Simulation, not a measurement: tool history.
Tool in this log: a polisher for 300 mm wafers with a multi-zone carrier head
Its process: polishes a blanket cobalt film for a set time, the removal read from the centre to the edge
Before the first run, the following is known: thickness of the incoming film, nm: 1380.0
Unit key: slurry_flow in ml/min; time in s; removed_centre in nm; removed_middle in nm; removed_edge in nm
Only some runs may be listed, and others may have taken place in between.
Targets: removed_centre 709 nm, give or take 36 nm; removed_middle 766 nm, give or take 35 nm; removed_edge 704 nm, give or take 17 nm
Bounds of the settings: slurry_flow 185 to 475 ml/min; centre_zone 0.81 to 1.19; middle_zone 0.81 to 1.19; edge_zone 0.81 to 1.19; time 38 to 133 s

run    day  slurry_flow  centre_zone  middle_zone  edge_zone  time  removed_centre  removed_middle  removed_edge
  1      0          305            1            1          1    85          438.84          444.98        440.56
  2  0.171          305         1.08            1          1    85          480.53          439.79        448.28
  3    0.3          305         1.08            1          1    77          437.35           400.6        398.26
  4  0.617          305         1.08            1       1.07    77          431.59          400.69        419.12
  5  0.862          315         1.08         1.05       1.08    87          493.29          468.34        472.37
  6  0.921          320         1.07         1.08       1.09    95          516.55          526.53         526.2
  7  1.112          330         1.08         1.11       1.08   101          553.48           566.5        561.21
  8    1.3          330         1.08         1.13       1.06   107           614.6          617.16         584.2
     1.638  -- worn pad replaced by a new one
  9  1.638          330         1.07         1.14       1.07   111          680.34          724.48        671.49
 10  1.783          330         1.07         1.14       1.07   112          689.67          729.63        679.62
 11  1.871          325         1.06         1.14       1.07   113          700.12           730.4        685.38
 12  2.054          320         1.05         1.14       1.07   113          689.55           755.6        679.63
 13  2.388          320         1.05         1.14       1.08   113           678.7          739.38        679.89

Which one of the following 4 next-run settings gets every result inside its allowed miss? There is exactly one.
  A  2.721          320         0.97         1.18       1.13   114               ?               ?             ?
  B  2.721          230         1.02         1.12       0.86   124               ?               ?             ?
  C  2.721          305         1.06         1.18        1.1   116               ?               ?             ?
  D  2.721          325         1.06         1.13       1.06   111               ?               ?             ?

move  removed_centre  removed_middle  removed_edge
   A          637.67          771.04        706.19
   B           697.6          770.31        656.95
   C          705.71           780.4        706.45
   D          679.86          724.07        667.65
A: brings the last run's worst result on target, with another outside its allowed miss
B: lands further from the targets than the last run did
C: hits every target within its allowed miss
D: lands further from the targets than the last run did
Go with C: it meets all targets.
